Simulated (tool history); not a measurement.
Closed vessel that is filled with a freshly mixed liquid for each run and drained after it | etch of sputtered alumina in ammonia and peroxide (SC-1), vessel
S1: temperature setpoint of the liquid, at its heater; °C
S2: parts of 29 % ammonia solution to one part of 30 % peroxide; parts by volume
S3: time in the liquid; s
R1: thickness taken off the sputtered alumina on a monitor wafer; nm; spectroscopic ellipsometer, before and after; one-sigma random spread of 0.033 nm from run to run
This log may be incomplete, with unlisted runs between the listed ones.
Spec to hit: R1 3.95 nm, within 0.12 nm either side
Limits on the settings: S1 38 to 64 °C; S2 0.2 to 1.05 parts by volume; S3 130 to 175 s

| run | hour | S1 | S2 | S3 | R1 |
|---|---|---|---|---|---|
| 1 | 0 | 48 | 0.55 | 175 | 6.2743 |
| 2 | 8.4 | 45.5 | 0.55 | 175 | 5.5399 |
| 3 | 17.1 | 43.5 | 0.55 | 175 | 4.8718 |
| 4 | 24.2 | 41 | 0.55 | 175 | 4.2662 |
| 5 | 31.5 | 41 | 0.55 | 130 | 3.1501 |
| 6 | 40.5 | 41 | 0.45 | 130 | 3.0655 |
| 7 | 41.7 | 46.5 | 0.45 | 130 | 4.2318 |
| 8 | 48.6 | 46 | 0.45 | 130 | 4.1103 |

Of the 4 settings listed for the next run, only one would bring every result within its allowed miss of target. Which one?
| A | 55.5 | 41 | 0.35 | 160 | ? |
| B | 55.5 | 43.5 | 0.4 | 135 | ? |
| C | 55.5 | 42.5 | 0.25 | 160 | ? |
| D | 55.5 | 43 | 0.5 | 160 | ? |

| move | R1 |
|---|---|
| A | 3.6806 |
| B | 3.6368 |
| C | 3.8899 |
| D | 4.2777 |
A: takes the biggest miss from the last run beyond its target
B: takes the biggest miss from the last run beyond its target
C: all results in spec
D: the biggest miss grows against the last run
So the answer is move C, the one that meets all the targets.

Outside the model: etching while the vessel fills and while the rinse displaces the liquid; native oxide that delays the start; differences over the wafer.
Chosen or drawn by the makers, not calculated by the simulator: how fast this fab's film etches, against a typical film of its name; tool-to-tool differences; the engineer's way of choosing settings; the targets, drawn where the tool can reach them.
